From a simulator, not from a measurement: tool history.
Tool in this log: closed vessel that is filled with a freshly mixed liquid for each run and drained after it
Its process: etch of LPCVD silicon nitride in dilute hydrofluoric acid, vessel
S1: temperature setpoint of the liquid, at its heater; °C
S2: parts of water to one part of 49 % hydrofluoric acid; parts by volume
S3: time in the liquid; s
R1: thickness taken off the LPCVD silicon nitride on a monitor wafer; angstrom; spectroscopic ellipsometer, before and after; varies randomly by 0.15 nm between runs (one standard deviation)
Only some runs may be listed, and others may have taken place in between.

Run 1, hour 0.0: S1 26.0 °C, S2 70 parts by volume, S3 3165 s. Result: R1 250.09 angstrom.
Run 2, hour 1.6: S1 25.5 °C, S2 70 parts by volume, S3 3165 s. Result: R1 241.02 angstrom.
Run 3, hour 5.5: S1 27.5 °C, S2 70 parts by volume, S3 3165 s. Result: R1 277.97 angstrom.
Run 4, hour 13.1: S1 26.5 °C, S2 70 parts by volume, S3 3165 s. Result: R1 261.82 angstrom.
Run 5, hour 22.2: S1 26.5 °C, S2 45 parts by volume, S3 3165 s. Result: R1 403.63 angstrom.
Run 6, hour 24.0: S1 24.5 °C, S2 45 parts by volume, S3 3165 s. Result: R1 355.10 angstrom.

What will run 7 give?
Run 7, hour 31.3: S1 23.0 °C, S2 45 parts by volume, S3 3165 s. Result: R1 ?.

R1: 322.56 angstrom

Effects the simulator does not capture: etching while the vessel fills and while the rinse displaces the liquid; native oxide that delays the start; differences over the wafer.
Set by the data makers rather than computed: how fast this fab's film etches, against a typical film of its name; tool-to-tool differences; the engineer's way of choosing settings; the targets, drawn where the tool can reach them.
